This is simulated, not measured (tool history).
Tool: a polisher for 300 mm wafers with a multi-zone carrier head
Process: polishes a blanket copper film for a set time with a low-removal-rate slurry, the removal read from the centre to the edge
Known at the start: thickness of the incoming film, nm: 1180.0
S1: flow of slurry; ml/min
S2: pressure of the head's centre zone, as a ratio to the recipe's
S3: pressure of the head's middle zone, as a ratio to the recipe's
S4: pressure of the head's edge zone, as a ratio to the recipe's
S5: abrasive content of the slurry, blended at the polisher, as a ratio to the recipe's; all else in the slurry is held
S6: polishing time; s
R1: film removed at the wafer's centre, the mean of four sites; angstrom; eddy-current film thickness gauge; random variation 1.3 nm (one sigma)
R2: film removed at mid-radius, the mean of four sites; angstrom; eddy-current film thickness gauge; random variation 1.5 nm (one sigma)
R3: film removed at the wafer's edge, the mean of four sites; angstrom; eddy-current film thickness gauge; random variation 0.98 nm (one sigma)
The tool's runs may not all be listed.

Run 1, hour 0: S1 145 ml/min, S2 1, S3 1, S4 1, S5 1, S6 36 s. Result: R1 636.76 angstrom, R2 657.97 angstrom, R3 658.28 angstrom.
Run 2, hour 4.4: S1 120 ml/min, S2 1, S3 1, S4 1, S5 1, S6 36 s. Result: R1 564.19 angstrom, R2 592.94 angstrom, R3 633.99 angstrom.
Run 3, hour 12.1: S1 120 ml/min, S2 1, S3 1, S4 1, S5 1, S6 41 s. Result: R1 665.64 angstrom, R2 694.1 angstrom, R3 740.62 angstrom.
Run 4, hour 19.2: S1 140 ml/min, S2 1.02, S3 1, S4 1.03, S5 1.1, S6 41 s. Result: R1 755.95 angstrom, R2 771.21 angstrom, R3 786.25 angstrom.
Run 5, hour 22.9: S1 155 ml/min, S2 1.03, S3 0.99, S4 1.06, S5 1.15, S6 41 s. Result: R1 800.03 angstrom, R2 791.23 angstrom, R3 831.83 angstrom.
Run 6, hour 28.2: S1 155 ml/min, S2 1.03, S3 0.99, S4 1.02, S5 1.15, S6 41 s. Result: R1 794.61 angstrom, R2 785.26 angstrom, R3 817.47 angstrom.

Forecast run 7:
Run 7, hour 28.8: S1 170 ml/min, S2 1.05, S3 1, S4 1.04, S5 1.2, S6 41 s. Result: R1 ?, R2 ?, R3 ?.

R1: 844.52 angstrom
R2: 832.74 angstrom
R3: 854.53 angstrom

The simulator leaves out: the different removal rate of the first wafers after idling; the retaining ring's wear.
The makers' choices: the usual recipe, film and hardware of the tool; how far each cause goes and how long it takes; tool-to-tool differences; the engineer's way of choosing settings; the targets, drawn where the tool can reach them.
